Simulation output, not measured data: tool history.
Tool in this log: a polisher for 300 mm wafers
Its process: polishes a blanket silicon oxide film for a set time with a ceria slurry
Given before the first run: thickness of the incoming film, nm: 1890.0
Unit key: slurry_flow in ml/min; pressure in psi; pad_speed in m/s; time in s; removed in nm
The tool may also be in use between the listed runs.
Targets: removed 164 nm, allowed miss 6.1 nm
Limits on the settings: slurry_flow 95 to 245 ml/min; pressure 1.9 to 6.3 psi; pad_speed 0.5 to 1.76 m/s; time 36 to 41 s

run,hour,slurry_flow,pressure,pad_speed,time,removed
1,0,155,4.1,1.12,41,232.21
2,6,155,4.1,1.12,41,229.55
3,11.8,155,4.1,1.12,41,229
4,19.2,155,4.1,1.02,41,219.04
5,20.9,155,4.1,0.9,41,190.02
6,27.9,150,4,0.9,41,186.59
7,30.2,150,3.9,0.9,41,181.83
8,38.3,145,3.8,0.9,41,173
9,46.4,140,3.8,0.9,41,177

Which of these 4 next moves meets every target?
A,54.5,175,4.7,0.74,36,?
B,54.5,95,4.3,0.96,41,?
C,54.5,130,4.8,0.92,37,?
D,54.5,120,4.4,1.04,36,?

move,removed
A,163.69
B,186.64
C,196.41
D,192.28
A: meets every target
B: further off than the last run
C: further off than the last run
D: further off than the last run
Answer: A

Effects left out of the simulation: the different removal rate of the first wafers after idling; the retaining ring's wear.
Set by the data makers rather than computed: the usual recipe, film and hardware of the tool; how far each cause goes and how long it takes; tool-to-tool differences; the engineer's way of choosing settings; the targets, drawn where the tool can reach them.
